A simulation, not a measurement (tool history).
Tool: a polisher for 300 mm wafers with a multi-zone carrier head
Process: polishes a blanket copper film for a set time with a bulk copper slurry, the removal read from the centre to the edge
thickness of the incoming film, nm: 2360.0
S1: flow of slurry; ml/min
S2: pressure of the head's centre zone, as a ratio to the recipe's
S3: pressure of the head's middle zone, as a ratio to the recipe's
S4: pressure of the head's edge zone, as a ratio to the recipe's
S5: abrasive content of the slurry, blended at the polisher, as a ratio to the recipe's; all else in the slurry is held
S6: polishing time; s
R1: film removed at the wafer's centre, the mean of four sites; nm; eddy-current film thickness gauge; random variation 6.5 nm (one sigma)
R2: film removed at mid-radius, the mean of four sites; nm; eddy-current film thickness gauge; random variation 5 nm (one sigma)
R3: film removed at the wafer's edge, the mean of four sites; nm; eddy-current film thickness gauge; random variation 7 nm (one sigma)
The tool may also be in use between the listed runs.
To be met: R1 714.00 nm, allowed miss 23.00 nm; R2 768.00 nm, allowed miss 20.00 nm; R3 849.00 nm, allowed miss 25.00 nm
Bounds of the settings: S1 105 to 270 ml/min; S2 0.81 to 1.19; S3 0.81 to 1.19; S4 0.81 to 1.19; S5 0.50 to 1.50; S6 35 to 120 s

{"run": 1, "hour": 0.0, "S1": 175, "S2": 1.0, "S3": 1.0, "S4": 1.0, "S5": 1.0, "S6": 77, "R1": 524.38, "R2": 513.37, "R3": 521.73}
{"run": 2, "hour": 8.0, "S1": 175, "S2": 0.99, "S3": 1.0, "S4": 1.02, "S5": 1.05, "S6": 80, "R1": 536.57, "R2": 544.06, "R3": 557.4}
{"run": 3, "hour": 17.0, "S1": 175, "S2": 0.94, "S3": 1.0, "S4": 1.02, "S5": 1.05, "S6": 80, "R1": 526.44, "R2": 544.71, "R3": 555.96}
{"run": 4, "hour": 17.6, "S1": 135, "S2": 0.94, "S3": 1.0, "S4": 1.02, "S5": 1.05, "S6": 80, "R1": 505.09, "R2": 526.94, "R3": 536.97}
{"run": 5, "hour": 25.7, "S1": 135, "S2": 0.94, "S3": 1.0, "S4": 1.02, "S5": 1.25, "S6": 80, "R1": 523.84, "R2": 544.59, "R3": 577.33}
{"run": 6, "hour": 33.1, "S1": 135, "S2": 0.94, "S3": 1.0, "S4": 1.02, "S5": 1.25, "S6": 96, "R1": 632.72, "R2": 671.34, "R3": 681.78}
{"run": 7, "hour": 36.9, "S1": 185, "S2": 0.9, "S3": 0.98, "S4": 1.12, "S5": 1.5, "S6": 98, "R1": 686.54, "R2": 739.72, "R3": 800.69}
{"run": 8, "hour": 43.4, "S1": 190, "S2": 0.9, "S3": 0.98, "S4": 1.13, "S5": 1.5, "S6": 98, "R1": 681.44, "R2": 734.01, "R3": 806.9}

5 next moves are on the table. One of them brings every result within its allowed miss. Which?
{"run": "A", "hour": 49.9, "S1": 180, "S2": 0.91, "S3": 0.99, "S4": 1.18, "S5": 1.5, "S6": 102, "R1": "?", "R2": "?", "R3": "?"}
{"run": "B", "hour": 49.9, "S1": 150, "S2": 0.82, "S3": 1.03, "S4": 1.04, "S5": 1.5, "S6": 105, "R1": "?", "R2": "?", "R3": "?"}
{"run": "C", "hour": 49.9, "S1": 200, "S2": 0.98, "S3": 1.05, "S4": 1.07, "S5": 1.5, "S6": 95, "R1": "?", "R2": "?", "R3": "?"}
{"run": "D", "hour": 49.9, "S1": 175, "S2": 0.86, "S3": 0.95, "S4": 1.15, "S5": 1.3, "S6": 100, "R1": "?", "R2": "?", "R3": "?"}
{"run": "E", "hour": 49.9, "S1": 200, "S2": 0.92, "S3": 1.03, "S4": 1.09, "S5": 1.45, "S6": 94, "R1": "?", "R2": "?", "R3": "?"}

move=A R1=705.61 R2=773.10 R3=852.49
move=B R1=634.32 R2=801.29 R3=806.45
move=C R1=719.84 R2=767.54 R3=762.59
move=D R1=623.30 R2=699.10 R3=788.47
move=E R1=661.59 R2=739.95 R3=754.25
A: meets every target
B: takes the result that was furthest off past its target
C: brings the result that was furthest off to its target, and leaves another outside
D: further off than the last run
E: further off than the last run
The right move is A.
